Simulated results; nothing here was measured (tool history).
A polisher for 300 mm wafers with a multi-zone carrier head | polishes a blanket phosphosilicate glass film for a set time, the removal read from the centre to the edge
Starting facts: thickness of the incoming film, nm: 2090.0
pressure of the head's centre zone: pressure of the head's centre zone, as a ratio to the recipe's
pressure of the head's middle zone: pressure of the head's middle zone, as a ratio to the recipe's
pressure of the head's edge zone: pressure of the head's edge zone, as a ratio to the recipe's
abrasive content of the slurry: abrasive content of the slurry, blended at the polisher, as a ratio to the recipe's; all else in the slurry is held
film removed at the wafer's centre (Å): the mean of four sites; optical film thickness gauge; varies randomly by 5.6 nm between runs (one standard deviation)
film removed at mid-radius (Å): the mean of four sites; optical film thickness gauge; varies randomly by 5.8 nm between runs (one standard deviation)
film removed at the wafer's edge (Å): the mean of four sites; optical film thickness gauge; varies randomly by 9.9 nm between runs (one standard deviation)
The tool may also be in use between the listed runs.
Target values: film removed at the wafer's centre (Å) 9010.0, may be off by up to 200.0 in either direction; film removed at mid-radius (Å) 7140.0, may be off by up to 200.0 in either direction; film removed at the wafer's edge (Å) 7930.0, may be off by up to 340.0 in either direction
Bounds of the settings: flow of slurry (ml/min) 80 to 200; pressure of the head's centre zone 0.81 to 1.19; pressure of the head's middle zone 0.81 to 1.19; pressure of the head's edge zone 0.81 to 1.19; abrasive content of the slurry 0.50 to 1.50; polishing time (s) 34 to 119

run,day,flow of slurry (ml/min),pressure of the head's centre zone,pressure of the head's middle zone,pressure of the head's edge zone,abrasive content of the slurry,polishing time (s),film removed at the wafer's centre (Å),film removed at mid-radius (Å),film removed at the wafer's edge (Å)
1,0.000,130,1.00,1.00,1.00,1.00,76,7029.1,6960.1,7149.1
2,0.158,130,1.00,0.96,1.00,1.00,76,6948.2,6743.4,7153.6
3,0.271,145,1.03,0.95,1.01,1.00,76,7416.1,6869.6,7305.6
4,0.604,155,1.05,0.93,1.02,1.00,76,7666.9,6836.1,7388.1
5,0.750,155,1.05,0.93,1.02,0.90,76,7213.7,6469.0,7026.4
6,0.967,125,1.05,0.93,1.02,0.90,76,6813.1,6312.5,6915.0
7,1.188,125,1.05,0.93,1.02,0.90,76,6913.7,6173.0,6723.7
8,1.317,140,1.08,0.93,1.05,0.90,76,7226.3,6360.2,6994.8
9,1.675,150,1.10,0.93,1.07,0.90,76,7483.5,6519.7,6893.2
10,1.742,155,1.11,0.91,1.07,0.95,76,7839.2,6530.7,7251.1
11,1.833,160,1.12,0.91,1.08,0.95,76,7970.5,6606.5,7226.0
12,2.017,165,1.12,0.91,1.09,1.00,76,8261.1,6941.3,7502.3
13,2.154,195,1.15,0.87,1.13,1.00,76,8651.0,6822.0,7808.3
14,2.362,195,1.16,0.88,1.13,1.00,76,8736.2,6958.8,7797.2
15,2.600,195,1.17,0.88,1.14,1.00,76,8819.3,6814.2,8011.7

Which single option among these 5 for the next run brings every result within its allowed miss of target? Just one does.
A,2.838,190,1.08,0.83,1.19,0.90,87,?,?,?
B,2.838,195,1.14,0.87,1.19,1.05,75,?,?,?
C,2.838,190,1.19,0.82,1.19,0.95,77,?,?,?
D,2.838,195,1.15,0.87,1.06,1.15,73,?,?,?
E,2.838,200,1.18,0.81,1.19,1.05,76,?,?,?

move,film removed at the wafer's centre (Å),film removed at mid-radius (Å),film removed at the wafer's edge (Å)
A,8760.8,7069.4,8552.8
B,8768.8,6866.2,8091.2
C,8838.4,6423.6,7826.9
D,9030.4,7009.7,7919.1
E,9232.5,6718.8,8224.4
A: gets the furthest-off result to its target, but another result is out of tolerance
B: an improvement on the last run, though not all results are within tolerance
C: the biggest miss grows against the last run
D: all results in spec
E: the biggest miss grows against the last run
D meets every target.
